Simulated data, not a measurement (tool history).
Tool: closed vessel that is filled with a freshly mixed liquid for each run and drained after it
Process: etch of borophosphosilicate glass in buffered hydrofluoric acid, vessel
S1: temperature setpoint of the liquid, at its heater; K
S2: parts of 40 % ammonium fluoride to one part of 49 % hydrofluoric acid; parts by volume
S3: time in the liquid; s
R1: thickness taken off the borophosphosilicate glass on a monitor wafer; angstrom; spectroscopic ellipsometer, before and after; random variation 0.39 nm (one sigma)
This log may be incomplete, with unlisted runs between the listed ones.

Run 1, day 0: S1 298.15 K, S2 11 parts by volume, S3 90 s. Result: R1 1771.3 angstrom.
Run 2, day 0.071: S1 297.15 K, S2 11 parts by volume, S3 90 s. Result: R1 1686 angstrom.
Run 3, day 0.354: S1 297.15 K, S2 11 parts by volume, S3 95 s. Result: R1 1771.9 angstrom.
Run 4, day 0.717: S1 300.65 K, S2 11 parts by volume, S3 95 s. Result: R1 2143.1 angstrom.
Run 5, day 0.942: S1 300.65 K, S2 9.5 parts by volume, S3 95 s. Result: R1 2462.4 angstrom.
Run 6, day 1.175: S1 300.65 K, S2 9.5 parts by volume, S3 95 s. Result: R1 2472.5 angstrom.
Run 7, day 1.246: S1 299.15 K, S2 10 parts by volume, S3 95 s. Result: R1 2165.5 angstrom.
Run 8, day 1.296: S1 298.15 K, S2 10.5 parts by volume, S3 95 s. Result: R1 1949.3 angstrom.
Run 9, day 1.338: S1 297.15 K, S2 11 parts by volume, S3 95 s. Result: R1 1769 angstrom.
Run 10, day 1.667: S1 296.15 K, S2 11 parts by volume, S3 95 s. Result: R1 1679.8 angstrom.

Run 11 is up next; what results do you expect?
Run 11, day 2.038: S1 295.15 K, S2 11 parts by volume, S3 95 s. Result: R1 ?.

R1: 1590.2 angstrom

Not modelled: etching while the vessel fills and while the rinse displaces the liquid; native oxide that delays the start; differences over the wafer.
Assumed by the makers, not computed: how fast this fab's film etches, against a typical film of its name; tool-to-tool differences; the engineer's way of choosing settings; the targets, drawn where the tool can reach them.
